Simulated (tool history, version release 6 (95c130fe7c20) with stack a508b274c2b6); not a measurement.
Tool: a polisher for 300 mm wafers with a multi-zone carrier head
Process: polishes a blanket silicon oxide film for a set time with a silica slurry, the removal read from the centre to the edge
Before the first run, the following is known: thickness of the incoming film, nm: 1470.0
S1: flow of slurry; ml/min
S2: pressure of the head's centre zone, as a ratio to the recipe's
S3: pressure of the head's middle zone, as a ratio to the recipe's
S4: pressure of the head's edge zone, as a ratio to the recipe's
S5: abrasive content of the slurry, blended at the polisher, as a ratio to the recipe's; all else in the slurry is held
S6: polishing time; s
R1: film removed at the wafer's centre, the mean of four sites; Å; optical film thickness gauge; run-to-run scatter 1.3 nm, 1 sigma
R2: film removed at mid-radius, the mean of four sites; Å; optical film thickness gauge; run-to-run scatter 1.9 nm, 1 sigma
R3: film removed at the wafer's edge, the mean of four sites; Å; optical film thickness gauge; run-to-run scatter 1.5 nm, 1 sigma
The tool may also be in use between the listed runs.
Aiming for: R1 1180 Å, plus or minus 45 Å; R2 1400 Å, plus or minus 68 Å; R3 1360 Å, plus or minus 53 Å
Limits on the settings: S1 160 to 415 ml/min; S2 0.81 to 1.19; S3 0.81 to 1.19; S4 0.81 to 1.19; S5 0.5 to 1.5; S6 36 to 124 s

{"run": 1, "hour": 0.0, "S1": 265, "S2": 1, "S3": 1, "S4": 1, "S5": 1, "S6": 79, "R1": 2186.3, "R2": 2065.3, "R3": 2070.4}
{"run": 2, "hour": 6.5, "S1": 265, "S2": 1, "S3": 1, "S4": 1.03, "S5": 1, "S6": 79, "R1": 2163.7, "R2": 2086.1, "R3": 2117.5}
{"run": 3, "hour": 13.3, "S1": 200, "S2": 1, "S3": 1, "S4": 1.03, "S5": 1, "S6": 79, "R1": 2060.7, "R2": 1962.9, "R3": 2109}
{"run": 4, "hour": 19.2, "S1": 200, "S2": 1.08, "S3": 1, "S4": 1.03, "S5": 1, "S6": 79, "R1": 2254.3, "R2": 2006.9, "R3": 2068.9}
{"run": 5, "hour": 21.6, "S1": 200, "S2": 1.08, "S3": 1, "S4": 0.96, "S5": 1, "S6": 79, "R1": 2293.7, "R2": 2044.7, "R3": 1974.8}
{"run": 6, "hour": 27.7, "S1": 200, "S2": 1.08, "S3": 1, "S4": 0.96, "S5": 0.9, "S6": 79, "R1": 2125.8, "R2": 1936.8, "R3": 1890.4}
{"run": 7, "hour": 30.9, "S1": 205, "S2": 1.04, "S3": 1.01, "S4": 0.95, "S5": 0.8, "S6": 76, "R1": 1942.5, "R2": 1824.8, "R3": 1777.2}
{"run": 8, "hour": 32.8, "S1": 200, "S2": 0.99, "S3": 1.03, "S4": 0.94, "S5": 0.75, "S6": 72, "R1": 1705.2, "R2": 1720, "R3": 1621.4}
{"run": 9, "hour": 41.4, "S1": 195, "S2": 0.95, "S3": 1.03, "S4": 0.94, "S5": 0.7, "S6": 70, "R1": 1533.2, "R2": 1587.9, "R3": 1558.4}
{"run": 10, "hour": 44.8, "S1": 190, "S2": 0.92, "S3": 1.04, "S4": 0.93, "S5": 0.65, "S6": 69, "R1": 1418.1, "R2": 1544.1, "R3": 1475.7}
{"run": 11, "hour": 50.1, "S1": 185, "S2": 0.9, "S3": 1.04, "S4": 0.92, "S5": 0.6, "S6": 69, "R1": 1382.3, "R2": 1470.8, "R3": 1401.5}

5 candidate next runs follow, results not yet known. Just one meets every target within its allowed miss. Identify it.
{"run": "A", "hour": 55.4, "S1": 190, "S2": 1.01, "S3": 0.88, "S4": 0.87, "S5": 0.7, "S6": 66, "R1": "?", "R2": "?", "R3": "?"}
{"run": "B", "hour": 55.4, "S1": 180, "S2": 1.04, "S3": 0.89, "S4": 0.81, "S5": 0.5, "S6": 80, "R1": "?", "R2": "?", "R3": "?"}
{"run": "C", "hour": 55.4, "S1": 185, "S2": 0.94, "S3": 1.07, "S4": 0.81, "S5": 0.5, "S6": 71, "R1": "?", "R2": "?", "R3": "?"}
{"run": "D", "hour": 55.4, "S1": 235, "S2": 0.84, "S3": 1.05, "S4": 1.01, "S5": 0.6, "S6": 62, "R1": "?", "R2": "?", "R3": "?"}
{"run": "E", "hour": 55.4, "S1": 280, "S2": 0.96, "S3": 0.96, "S4": 0.86, "S5": 0.5, "S6": 71, "R1": "?", "R2": "?", "R3": "?"}

move=A R1=1520.4 R2=1312.6 R3=1410.8
move=B R1=1665.4 R2=1410.6 R3=1460.6
move=C R1=1344.4 R2=1470 R3=1298
move=D R1=1167 R2=1400.6 R3=1373
move=E R1=1468.1 R2=1424.5 R3=1395.2
A: moves away from the targets compared with the last run
B: moves away from the targets compared with the last run
C: closer than the last run, but not yet in spec
D: hits every target within its allowed miss
E: moves away from the targets compared with the last run
D meets every target.
